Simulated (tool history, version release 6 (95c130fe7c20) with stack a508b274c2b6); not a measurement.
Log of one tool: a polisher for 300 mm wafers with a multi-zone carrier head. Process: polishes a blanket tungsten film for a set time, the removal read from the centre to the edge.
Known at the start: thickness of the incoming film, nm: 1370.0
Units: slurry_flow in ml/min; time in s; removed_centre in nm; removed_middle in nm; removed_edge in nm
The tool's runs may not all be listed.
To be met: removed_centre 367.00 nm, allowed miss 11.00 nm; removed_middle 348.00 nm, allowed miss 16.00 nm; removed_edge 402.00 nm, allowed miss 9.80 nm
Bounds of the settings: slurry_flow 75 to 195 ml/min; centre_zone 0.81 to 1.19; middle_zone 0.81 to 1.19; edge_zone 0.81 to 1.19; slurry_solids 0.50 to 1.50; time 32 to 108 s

| run | day | slurry_flow | centre_zone | middle_zone | edge_zone | slurry_solids | time | removed_centre | removed_middle | removed_edge |
|---|---|---|---|---|---|---|---|---|---|---|
| 1 | 0.000 | 125 | 1.00 | 1.00 | 1.00 | 1.00 | 70 | 549.87 | 555.62 | 549.05 |
| 2 | 0.300 | 115 | 0.98 | 0.97 | 0.99 | 0.90 | 68 | 501.38 | 488.97 | 522.15 |
| 3 | 0.375 | 115 | 0.98 | 1.05 | 0.99 | 0.90 | 68 | 507.46 | 544.88 | 522.60 |
| 4 | 0.671 | 115 | 0.97 | 1.02 | 0.97 | 0.80 | 66 | 475.38 | 496.00 | 489.27 |
| 5 | 0.842 | 115 | 0.97 | 1.02 | 0.97 | 0.80 | 56 | 401.68 | 415.01 | 418.76 |
| 6 | 0.962 | 110 | 0.97 | 1.00 | 0.97 | 0.80 | 56 | 397.75 | 406.15 | 414.84 |
| 7 | 1.279 | 105 | 0.97 | 0.98 | 0.97 | 0.80 | 56 | 389.97 | 401.60 | 411.41 |
| 8 | 1.333 | 100 | 0.97 | 0.96 | 0.97 | 0.80 | 56 | 388.80 | 380.62 | 401.89 |

4 next moves are on the table. One of them brings every result within its allowed miss. Which?
| A | 1.388 | 100 | 1.04 | 0.84 | 1.03 | 0.75 | 56 | ? | ? | ? |
| B | 1.388 | 75 | 0.98 | 1.09 | 0.96 | 0.80 | 59 | ? | ? | ? |
| C | 1.388 | 105 | 0.94 | 0.88 | 1.00 | 0.80 | 54 | ? | ? | ? |
| D | 1.388 | 90 | 0.94 | 0.96 | 0.91 | 0.85 | 59 | ? | ? | ? |

| move | removed_centre | removed_middle | removed_edge |
|---|---|---|---|
| A | 408.17 | 348.21 | 414.71 |
| B | 362.40 | 414.91 | 396.74 |
| C | 365.02 | 357.58 | 401.67 |
| D | 380.38 | 403.49 | 409.31 |
A: brings the result that was furthest off to its target, and leaves another outside
B: further off than the last run
C: meets every target
D: further off than the last run
Move C is the one to make.
